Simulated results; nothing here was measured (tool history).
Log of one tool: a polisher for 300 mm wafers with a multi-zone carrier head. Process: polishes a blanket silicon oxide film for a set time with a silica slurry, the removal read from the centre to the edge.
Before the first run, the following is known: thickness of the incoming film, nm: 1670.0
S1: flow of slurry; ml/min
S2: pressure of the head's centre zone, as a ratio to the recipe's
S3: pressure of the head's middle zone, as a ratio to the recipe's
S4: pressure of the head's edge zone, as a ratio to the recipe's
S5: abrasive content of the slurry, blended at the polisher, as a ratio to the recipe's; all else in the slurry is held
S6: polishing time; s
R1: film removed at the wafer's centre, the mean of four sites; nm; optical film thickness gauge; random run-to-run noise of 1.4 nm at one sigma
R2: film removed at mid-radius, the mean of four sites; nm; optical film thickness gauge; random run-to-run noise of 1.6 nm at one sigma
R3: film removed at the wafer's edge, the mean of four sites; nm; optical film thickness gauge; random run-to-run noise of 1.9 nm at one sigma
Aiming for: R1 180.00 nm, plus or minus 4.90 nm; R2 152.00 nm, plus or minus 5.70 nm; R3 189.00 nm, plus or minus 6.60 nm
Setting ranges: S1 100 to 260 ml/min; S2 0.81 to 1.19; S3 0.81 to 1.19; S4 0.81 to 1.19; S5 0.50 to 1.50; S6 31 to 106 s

{"run": 1, "hour": 0.0, "S1": 165, "S2": 1.0, "S3": 1.0, "S4": 1.0, "S5": 1.0, "S6": 68, "R1": 116.89, "R2": 116.65, "R3": 114.9}
{"run": 2, "hour": 6.1, "S1": 165, "S2": 1.0, "S3": 0.98, "S4": 1.02, "S5": 1.05, "S6": 69, "R1": 118.23, "R2": 115.7, "R3": 120.16}
{"run": 3, "hour": 9.6, "S1": 145, "S2": 1.0, "S3": 0.98, "S4": 1.02, "S5": 1.05, "S6": 69, "R1": 116.55, "R2": 113.94, "R3": 117.8}
{"run": 4, "hour": 10.3, "S1": 155, "S2": 1.01, "S3": 0.97, "S4": 1.04, "S5": 1.1, "S6": 70, "R1": 123.8, "R2": 118.71, "R3": 126.7}
{"run": 5, "hour": 12.3, "S1": 165, "S2": 1.02, "S3": 0.97, "S4": 1.06, "S5": 1.15, "S6": 70, "R1": 128.07, "R2": 120.76, "R3": 128.04}
{"run": 6, "hour": 15.5, "S1": 160, "S2": 1.02, "S3": 0.96, "S4": 1.07, "S5": 1.2, "S6": 72, "R1": 131.94, "R2": 125.14, "R3": 134.54}
{"run": 7, "hour": 21.7, "S1": 160, "S2": 1.03, "S3": 0.95, "S4": 1.08, "S5": 1.25, "S6": 74, "R1": 138.67, "R2": 131.59, "R3": 139.05}
{"hour": 28.7, "done": "edge zone pressure recalibrated"}
{"run": 8, "hour": 28.7, "S1": 160, "S2": 1.03, "S3": 0.93, "S4": 1.1, "S5": 1.25, "S6": 76, "R1": 144.71, "R2": 129.86, "R3": 149.6}

Next run, 4 choices. One meets every target within its allowed miss, the rest don't. Which?
{"run": "A", "hour": 35.7, "S1": 175, "S2": 1.04, "S3": 0.87, "S4": 1.11, "S5": 1.4, "S6": 90, "R1": "?", "R2": "?", "R3": "?"}
{"run": "B", "hour": 35.7, "S1": 165, "S2": 0.96, "S3": 0.95, "S4": 1.17, "S5": 1.35, "S6": 89, "R1": "?", "R2": "?", "R3": "?"}
{"run": "C", "hour": 35.7, "S1": 185, "S2": 1.02, "S3": 0.94, "S4": 1.11, "S5": 1.3, "S6": 92, "R1": "?", "R2": "?", "R3": "?"}
{"run": "D", "hour": 35.7, "S1": 145, "S2": 0.99, "S3": 0.99, "S4": 1.15, "S5": 1.3, "S6": 92, "R1": "?", "R2": "?", "R3": "?"}

move=A R1=180.98 R2=155.06 R3=189.82
move=B R1=161.81 R2=161.71 R3=189.25
move=C R1=178.91 R2=166.44 R3=190.47
move=D R1=166.57 R2=167.48 R3=188.63
A: each result inside its tolerance
B: an improvement on the last run, though not all results are within tolerance
C: puts the biggest miss on target and leaves a different result outside tolerance
D: an improvement on the last run, though not all results are within tolerance
Answer: A

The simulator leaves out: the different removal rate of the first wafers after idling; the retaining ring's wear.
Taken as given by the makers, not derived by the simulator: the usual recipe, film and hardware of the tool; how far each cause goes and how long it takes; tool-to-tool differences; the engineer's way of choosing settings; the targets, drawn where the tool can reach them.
